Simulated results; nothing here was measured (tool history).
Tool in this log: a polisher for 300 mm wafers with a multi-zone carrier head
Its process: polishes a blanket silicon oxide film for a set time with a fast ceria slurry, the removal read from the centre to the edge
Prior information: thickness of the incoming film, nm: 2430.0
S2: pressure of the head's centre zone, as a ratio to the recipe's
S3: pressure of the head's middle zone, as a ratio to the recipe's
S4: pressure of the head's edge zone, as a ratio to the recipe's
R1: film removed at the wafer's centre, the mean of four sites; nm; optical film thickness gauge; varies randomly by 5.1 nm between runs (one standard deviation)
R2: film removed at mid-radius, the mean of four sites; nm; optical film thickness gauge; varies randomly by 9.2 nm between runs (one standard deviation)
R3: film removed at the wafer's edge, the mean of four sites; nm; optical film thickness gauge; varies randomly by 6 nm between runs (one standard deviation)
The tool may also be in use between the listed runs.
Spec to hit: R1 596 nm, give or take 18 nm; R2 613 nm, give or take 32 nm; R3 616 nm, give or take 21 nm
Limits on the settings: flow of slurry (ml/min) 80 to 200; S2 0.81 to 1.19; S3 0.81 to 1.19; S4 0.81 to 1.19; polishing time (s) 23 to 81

{"run": 1, "hour": 0.0, "flow of slurry (ml/min)": 130, "S2": 1, "S3": 1, "S4": 1, "polishing time (s)": 52, "R1": 770.84, "R2": 802.28, "R3": 789.58}
{"run": 2, "hour": 7.8, "flow of slurry (ml/min)": 130, "S2": 1, "S3": 1, "S4": 1.05, "polishing time (s)": 52, "R1": 779.53, "R2": 805.19, "R3": 798.61}
{"run": 3, "hour": 8.8, "flow of slurry (ml/min)": 130, "S2": 1, "S3": 1, "S4": 1.05, "polishing time (s)": 61, "R1": 919.51, "R2": 934.53, "R3": 949.77}
{"run": 4, "hour": 12.7, "flow of slurry (ml/min)": 130, "S2": 1, "S3": 1, "S4": 1, "polishing time (s)": 61, "R1": 915.22, "R2": 938.21, "R3": 930.46}
{"run": 5, "hour": 19.2, "flow of slurry (ml/min)": 130, "S2": 1.08, "S3": 1, "S4": 1, "polishing time (s)": 61, "R1": 987.64, "R2": 958.57, "R3": 918.72}
{"run": 6, "hour": 21.2, "flow of slurry (ml/min)": 130, "S2": 1.08, "S3": 1, "S4": 1.07, "polishing time (s)": 61, "R1": 993.11, "R2": 931.44, "R3": 964.55}
{"run": 7, "hour": 24.3, "flow of slurry (ml/min)": 100, "S2": 0.98, "S3": 0.9, "S4": 0.97, "polishing time (s)": 47, "R1": 636.74, "R2": 612.15, "R3": 669.04}
{"run": 8, "hour": 25.6, "flow of slurry (ml/min)": 100, "S2": 0.98, "S3": 0.91, "S4": 0.96, "polishing time (s)": 47, "R1": 636.57, "R2": 619.16, "R3": 666.97}

Of the 5 settings listed for the next run, only one would bring every result within its allowed miss of target. Which one?
{"run": "A", "hour": 26.9, "flow of slurry (ml/min)": 105, "S2": 0.95, "S3": 0.93, "S4": 0.89, "polishing time (s)": 45, "R1": "?", "R2": "?", "R3": "?"}
{"run": "B", "hour": 26.9, "flow of slurry (ml/min)": 95, "S2": 0.83, "S3": 0.84, "S4": 0.92, "polishing time (s)": 50, "R1": "?", "R2": "?", "R3": "?"}
{"run": "C", "hour": 26.9, "flow of slurry (ml/min)": 110, "S2": 1.01, "S3": 0.9, "S4": 0.97, "polishing time (s)": 41, "R1": "?", "R2": "?", "R3": "?"}
{"run": "D", "hour": 26.9, "flow of slurry (ml/min)": 110, "S2": 0.99, "S3": 0.81, "S4": 0.98, "polishing time (s)": 48, "R1": "?", "R2": "?", "R3": "?"}
{"run": "E", "hour": 26.9, "flow of slurry (ml/min)": 80, "S2": 1, "S3": 0.84, "S4": 1.03, "polishing time (s)": 54, "R1": "?", "R2": "?", "R3": "?"}

move=A R1=589.25 R2=607.05 R3=617.09
move=B R1=549.87 R2=600.56 R3=681.98
move=C R1=580.13 R2=545.46 R3=591
move=D R1=665.2 R2=585.66 R3=696.13
move=E R1=663.33 R2=606.62 R3=744.74
A: each result inside its tolerance
B: moves away from the targets compared with the last run
C: takes the result that was furthest off past its target
D: moves away from the targets compared with the last run
E: moves away from the targets compared with the last run
A meets every target.

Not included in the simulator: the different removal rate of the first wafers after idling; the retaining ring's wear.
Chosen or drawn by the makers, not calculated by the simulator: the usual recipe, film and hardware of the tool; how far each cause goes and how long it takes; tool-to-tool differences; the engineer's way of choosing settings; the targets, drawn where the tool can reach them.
